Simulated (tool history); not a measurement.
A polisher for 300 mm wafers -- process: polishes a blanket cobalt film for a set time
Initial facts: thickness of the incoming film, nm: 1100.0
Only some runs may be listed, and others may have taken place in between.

run,day,flow of slurry (ml/min),pressure of the wafer on the pad (psi),speed of the pad under the wafer (cm/s),polishing time (s),film removed (nm)
1,0.000,250,2.5,92,85,452.97
2,0.079,250,2.5,92,89,474.11
3,0.392,250,2.5,76,89,395.99
4,0.446,255,2.7,76,89,418.56
5,0.788,255,2.7,76,89,416.27
6,0.983,255,3.0,76,89,445.33

Forecast run 7:
7,1.162,255,3.2,78,89,?

Run 7 measured film removed (nm) 476.64.
